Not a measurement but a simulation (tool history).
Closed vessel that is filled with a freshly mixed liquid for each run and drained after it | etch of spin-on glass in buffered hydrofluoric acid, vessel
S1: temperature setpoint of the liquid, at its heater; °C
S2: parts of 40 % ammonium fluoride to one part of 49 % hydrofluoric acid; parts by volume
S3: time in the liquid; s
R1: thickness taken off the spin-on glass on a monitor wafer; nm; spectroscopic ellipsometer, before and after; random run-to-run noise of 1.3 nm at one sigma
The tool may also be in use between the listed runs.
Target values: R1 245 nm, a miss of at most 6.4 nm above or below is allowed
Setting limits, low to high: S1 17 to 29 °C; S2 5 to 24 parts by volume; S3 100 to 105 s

{"run": 1, "hour": 0.0, "S1": 21, "S2": 14.5, "S3": 100, "R1": 99.804}
{"run": 2, "hour": 1.0, "S1": 22.5, "S2": 13, "S3": 100, "R1": 120.81}
{"run": 3, "hour": 5.4, "S1": 20, "S2": 13, "S3": 100, "R1": 106.13}
{"run": 4, "hour": 10.8, "S1": 21.5, "S2": 12, "S3": 100, "R1": 124.25}
{"run": 5, "hour": 18.1, "S1": 23, "S2": 11.5, "S3": 100, "R1": 140.57}
{"run": 6, "hour": 22.7, "S1": 24, "S2": 11, "S3": 100, "R1": 154.53}
{"hour": 25.0, "done": "hydrofluoric acid flow meter replaced"}
{"run": 7, "hour": 25.0, "S1": 25, "S2": 10.5, "S3": 100, "R1": 191.35}
{"run": 8, "hour": 31.0, "S1": 25.5, "S2": 10.5, "S3": 100, "R1": 197.54}
{"run": 9, "hour": 39.6, "S1": 26, "S2": 10.5, "S3": 100, "R1": 201.52}
{"run": 10, "hour": 48.0, "S1": 26.5, "S2": 10.5, "S3": 100, "R1": 207.49}
{"run": 11, "hour": 49.2, "S1": 27, "S2": 10.5, "S3": 100, "R1": 214.09}
{"run": 12, "hour": 52.1, "S1": 27.5, "S2": 10.5, "S3": 100, "R1": 218.05}
{"run": 13, "hour": 59.0, "S1": 28, "S2": 10.5, "S3": 100, "R1": 223.35}
{"run": 14, "hour": 61.8, "S1": 28.5, "S2": 10.5, "S3": 100, "R1": 230.69}
{"run": 15, "hour": 67.5, "S1": 29, "S2": 10.5, "S3": 100, "R1": 237.32}

4 next moves are on the table. One of them brings every result within its allowed miss. Which?
{"run": "A", "hour": 73.2, "S1": 27, "S2": 8.5, "S3": 105, "R1": "?"}
{"run": "B", "hour": 73.2, "S1": 26, "S2": 8, "S3": 100, "R1": "?"}
{"run": "C", "hour": 73.2, "S1": 25.5, "S2": 8.5, "S3": 105, "R1": "?"}
{"run": "D", "hour": 73.2, "S1": 26.5, "S2": 8.5, "S3": 105, "R1": "?"}

move=A R1=265.41
move=B R1=255.85
move=C R1=244.88
move=D R1=258.41
A: the result that was furthest off in the last run now lies on the other side of its target
B: the result that was furthest off in the last run now lies on the other side of its target
C: all results in spec
D: the result that was furthest off in the last run now lies on the other side of its target
Correct choice: C, which meets every target
